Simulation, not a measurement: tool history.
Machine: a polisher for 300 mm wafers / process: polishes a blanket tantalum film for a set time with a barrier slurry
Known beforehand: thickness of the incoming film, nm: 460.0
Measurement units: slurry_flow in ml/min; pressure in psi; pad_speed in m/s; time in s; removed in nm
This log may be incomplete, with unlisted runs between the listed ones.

Run 1, hour 0: slurry_flow 220 ml/min, pressure 1.5 psi, pad_speed 0.86 m/s, slurry_solids 1, time 94 s. Result: removed 78.344 nm.
Run 2, hour 2.9: slurry_flow 220 ml/min, pressure 1.7 psi, pad_speed 0.86 m/s, slurry_solids 1, time 94 s. Result: removed 86.52 nm.
Run 3, hour 11.4: slurry_flow 245 ml/min, pressure 1.7 psi, pad_speed 0.86 m/s, slurry_solids 1, time 94 s. Result: removed 87.104 nm.
Run 4, hour 16.6: slurry_flow 245 ml/min, pressure 1.7 psi, pad_speed 0.94 m/s, slurry_solids 1, time 94 s. Result: removed 95.077 nm.
Run 5, hour 23.9: slurry_flow 245 ml/min, pressure 1.5 psi, pad_speed 0.94 m/s, slurry_solids 1, time 94 s. Result: removed 83.853 nm.
Run 6, hour 24.6: slurry_flow 205 ml/min, pressure 1.5 psi, pad_speed 0.94 m/s, slurry_solids 1, time 94 s. Result: removed 83.738 nm.
Run 7, hour 30.7: slurry_flow 205 ml/min, pressure 1.6 psi, pad_speed 0.94 m/s, slurry_solids 1, time 94 s. Result: removed 86.638 nm.
Run 8, hour 37.5: slurry_flow 210 ml/min, pressure 2 psi, pad_speed 1 m/s, slurry_solids 1, time 94 s. Result: removed 113.4 nm.

Run 9 is up next; what results do you expect?
Run 9, hour 41.7: slurry_flow 210 ml/min, pressure 2 psi, pad_speed 1 m/s, slurry_solids 1, time 94 s. Result: removed ?.

{"run 9": {"removed": 113.73}}
